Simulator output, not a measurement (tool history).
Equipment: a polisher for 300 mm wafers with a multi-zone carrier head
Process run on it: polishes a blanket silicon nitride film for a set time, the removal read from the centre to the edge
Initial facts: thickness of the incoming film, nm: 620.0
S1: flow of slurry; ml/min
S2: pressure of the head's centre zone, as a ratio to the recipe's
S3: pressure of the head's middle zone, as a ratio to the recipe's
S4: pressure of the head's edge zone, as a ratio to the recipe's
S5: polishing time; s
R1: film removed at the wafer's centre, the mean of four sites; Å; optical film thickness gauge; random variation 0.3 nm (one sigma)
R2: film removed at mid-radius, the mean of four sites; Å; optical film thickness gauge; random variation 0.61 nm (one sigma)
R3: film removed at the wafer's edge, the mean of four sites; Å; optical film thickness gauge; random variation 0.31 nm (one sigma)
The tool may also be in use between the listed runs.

Run 1, hour 0: S1 180 ml/min, S2 1, S3 1, S4 1, S5 30 s. Result: R1 415.84 Å, R2 416.25 Å, R3 396.38 Å.
Run 2, hour 3: S1 180 ml/min, S2 1.06, S3 1, S4 1, S5 30 s. Result: R1 441.39 Å, R2 406 Å, R3 401.26 Å.
Run 3, hour 7.8: S1 180 ml/min, S2 1.06, S3 1, S4 1, S5 25 s. Result: R1 361.4 Å, R2 346.27 Å, R3 332.58 Å.
Run 4, hour 13.4: S1 185 ml/min, S2 1.05, S3 0.99, S4 1.02, S5 26 s. Result: R1 374.87 Å, R2 347.83 Å, R3 349.9 Å.
Run 5, hour 15.7: S1 185 ml/min, S2 1.05, S3 0.99, S4 1.02, S5 23 s. Result: R1 332.93 Å, R2 310.45 Å, R3 310 Å.
Run 6, hour 22.8: S1 185 ml/min, S2 1.04, S3 0.99, S4 1.04, S5 24 s. Result: R1 345.57 Å, R2 329.26 Å, R3 326.4 Å.
Run 7, hour 23.5: S1 185 ml/min, S2 1.03, S3 0.98, S4 1.06, S5 25 s. Result: R1 358.69 Å, R2 352.22 Å, R3 336.64 Å.
Run 8, hour 25: S1 190 ml/min, S2 1.01, S3 0.96, S4 1.03, S5 26 s. Result: R1 366.59 Å, R2 352.9 Å, R3 352.59 Å.
Run 9, hour 31.5: S1 195 ml/min, S2 1, S3 0.94, S4 1.04, S5 27 s. Result: R1 378.38 Å, R2 354.58 Å, R3 365.53 Å.
Run 10, hour 36.9: S1 200 ml/min, S2 0.99, S3 0.93, S4 1.05, S5 28 s. Result: R1 390.11 Å, R2 366.37 Å, R3 386.59 Å.
Run 11, hour 40.7: S1 205 ml/min, S2 0.99, S3 0.93, S4 1.06, S5 28 s. Result: R1 394.51 Å, R2 373.63 Å, R3 385.98 Å.
Run 12, hour 47.3: S1 210 ml/min, S2 0.98, S3 0.92, S4 1.07, S5 28 s. Result: R1 389.96 Å, R2 364.83 Å, R3 384.72 Å.
Run 13, hour 49.4: S1 210 ml/min, S2 0.97, S3 0.91, S4 1.07, S5 29 s. Result: R1 402.88 Å, R2 369.28 Å, R3 404.92 Å.
Run 14, hour 56.7: S1 215 ml/min, S2 0.97, S3 0.91, S4 1.08, S5 29 s. Result: R1 402.67 Å, R2 380.14 Å, R3 403.99 Å.
Run 15, hour 60.5: S1 215 ml/min, S2 0.97, S3 0.9, S4 1.09, S5 29 s. Result: R1 405.52 Å, R2 375.81 Å, R3 406.66 Å.

What does the tool deliver on the next run?
Run 16, hour 66.3: S1 215 ml/min, S2 0.97, S3 0.9, S4 1.1, S5 29 s. Result: R1 ?, R2 ?, R3 ?.

Run 16 gave R1 404.48 Å, R2 380.12 Å, R3 407.06 Å.
